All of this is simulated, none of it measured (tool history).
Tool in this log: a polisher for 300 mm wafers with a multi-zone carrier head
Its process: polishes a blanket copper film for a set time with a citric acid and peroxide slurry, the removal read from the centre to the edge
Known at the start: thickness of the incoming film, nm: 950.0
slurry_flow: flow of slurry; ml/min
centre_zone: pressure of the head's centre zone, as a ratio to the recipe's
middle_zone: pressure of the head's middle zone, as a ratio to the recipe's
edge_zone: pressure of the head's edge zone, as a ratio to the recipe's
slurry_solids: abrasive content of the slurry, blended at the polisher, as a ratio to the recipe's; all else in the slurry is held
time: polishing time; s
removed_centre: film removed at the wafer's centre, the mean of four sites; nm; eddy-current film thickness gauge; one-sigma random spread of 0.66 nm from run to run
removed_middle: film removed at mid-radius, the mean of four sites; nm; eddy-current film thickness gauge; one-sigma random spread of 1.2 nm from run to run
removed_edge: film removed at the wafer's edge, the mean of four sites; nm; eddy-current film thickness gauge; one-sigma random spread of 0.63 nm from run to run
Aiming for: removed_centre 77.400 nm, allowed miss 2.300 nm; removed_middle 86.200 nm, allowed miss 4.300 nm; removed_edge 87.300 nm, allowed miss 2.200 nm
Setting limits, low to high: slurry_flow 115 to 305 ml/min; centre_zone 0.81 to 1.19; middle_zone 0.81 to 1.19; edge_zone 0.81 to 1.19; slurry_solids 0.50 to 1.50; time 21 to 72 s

run  hour  slurry_flow  centre_zone  middle_zone  edge_zone  slurry_solids  time  removed_centre  removed_middle  removed_edge
  1   0.0          195         1.00         1.00       1.00           1.00    46          99.010         102.800       101.910
  2   2.9          195         1.00         1.00       1.00           1.15    46         102.330         101.610       104.170
  3   7.3          185         0.97         0.97       0.97           1.10    45          93.268          97.210        99.373
  4  10.3          185         0.97         0.97       0.90           1.10    45          95.184          99.381        95.349
  5  13.0          175         0.95         0.94       0.89           1.05    45          90.808          96.279        92.203
  6  21.1          175         0.87         0.94       0.89           1.05    45          83.933          92.809        94.416
  7  29.8          165         0.86         0.93       0.88           1.05    45          82.486          93.446        92.170
  8  30.5          160         0.85         0.91       0.88           1.05    45          80.405          90.212        90.799
  9  37.8          155         0.85         0.90       0.88           1.05    45          81.221          87.452        92.144
 10  41.5          150         0.85         0.90       0.87           1.05    45          79.896          92.270        90.753
 11  46.0          150         0.85         0.89       0.86           1.05    45          80.255          88.763        89.229
 12  49.0          145         0.85         0.89       0.86           1.05    45          81.214          87.669        90.291
 13  53.0          135         0.81         0.89       0.81           1.00    45          74.680          88.826        86.074
 14  56.8          140         0.81         0.88       0.81           1.00    45          74.692          86.423        86.271

Of the 4 settings listed for the next run, only one would bring every result within its allowed miss of target. Which one?
  A  60.6          115         0.91         0.86       0.81           0.85    48               ?               ?             ?
  B  60.6          190         0.82         0.85       0.81           0.90    45               ?               ?             ?
  C  60.6          120         0.86         0.85       0.85           1.10    46               ?               ?             ?
  D  60.6          155         0.81         0.83       0.87           0.80    48               ?               ?             ?

move  removed_centre  removed_middle  removed_edge
   A          84.249          83.691        88.418
   B          76.749          83.501        87.453
   C          80.719          84.215        91.426
   D          77.061          83.826        92.593
A: carries the result that was furthest off beyond its target, to the other side
B: in spec on every target
C: carries the result that was furthest off beyond its target, to the other side
D: brings the last run's worst result on target, with another outside its allowed miss
B is the move that brings every result within its allowed miss.
